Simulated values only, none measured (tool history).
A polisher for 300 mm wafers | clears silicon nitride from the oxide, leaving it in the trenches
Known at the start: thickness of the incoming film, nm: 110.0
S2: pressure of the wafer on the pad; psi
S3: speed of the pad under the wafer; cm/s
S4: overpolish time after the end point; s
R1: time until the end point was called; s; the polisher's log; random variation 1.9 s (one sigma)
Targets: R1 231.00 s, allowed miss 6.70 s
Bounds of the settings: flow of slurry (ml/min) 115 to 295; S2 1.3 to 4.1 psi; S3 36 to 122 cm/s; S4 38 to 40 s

Run 1, hour 0.0: flow of slurry (ml/min) 190, S2 2.7 psi, S3 78 cm/s, S4 38 s. Result: R1 163.97 s.
Run 2, hour 8.0: flow of slurry (ml/min) 190, S2 2.7 psi, S3 78 cm/s, S4 40 s. Result: R1 162.32 s.
Run 3, hour 8.6: flow of slurry (ml/min) 185, S2 2.4 psi, S3 78 cm/s, S4 40 s. Result: R1 179.33 s.
Run 4, hour 10.5: flow of slurry (ml/min) 185, S2 2.2 psi, S3 78 cm/s, S4 40 s. Result: R1 192.88 s.
Run 5, hour 14.0: flow of slurry (ml/min) 180, S2 2.0 psi, S3 78 cm/s, S4 40 s. Result: R1 212.47 s.
Run 6, hour 16.9: flow of slurry (ml/min) 180, S2 2.0 psi, S3 90 cm/s, S4 40 s. Result: R1 187.20 s.
Run 7, hour 17.4: flow of slurry (ml/min) 175, S2 1.8 psi, S3 90 cm/s, S4 40 s. Result: R1 210.07 s.
Run 8, hour 19.4: flow of slurry (ml/min) 165, S2 1.8 psi, S3 90 cm/s, S4 40 s. Result: R1 205.65 s.
Run 9, hour 21.2: flow of slurry (ml/min) 165, S2 1.7 psi, S3 90 cm/s, S4 40 s. Result: R1 220.27 s.
Run 10, hour 28.3: flow of slurry (ml/min) 160, S2 1.7 psi, S3 90 cm/s, S4 40 s. Result: R1 219.09 s.

Which of these 5 next moves meets every target?
Run A, hour 35.4: flow of slurry (ml/min) 150, S2 1.5 psi, S3 108 cm/s, S4 40 s. Result: R1 ?.
Run B, hour 35.4: flow of slurry (ml/min) 145, S2 1.7 psi, S3 86 cm/s, S4 40 s. Result: R1 ?.
Run C, hour 35.4: flow of slurry (ml/min) 115, S2 1.9 psi, S3 88 cm/s, S4 40 s. Result: R1 ?.
Run D, hour 35.4: flow of slurry (ml/min) 170, S2 2.0 psi, S3 82 cm/s, S4 39 s. Result: R1 ?.
Run E, hour 35.4: flow of slurry (ml/min) 170, S2 2.0 psi, S3 86 cm/s, S4 38 s. Result: R1 ?.

move      R1
   A  207.07
   B  229.77
   C  214.95
   D  202.91
   E  194.64
A: further off than the last run
B: meets every target
C: further off than the last run
D: further off than the last run
E: further off than the last run
Move B is the one to make.

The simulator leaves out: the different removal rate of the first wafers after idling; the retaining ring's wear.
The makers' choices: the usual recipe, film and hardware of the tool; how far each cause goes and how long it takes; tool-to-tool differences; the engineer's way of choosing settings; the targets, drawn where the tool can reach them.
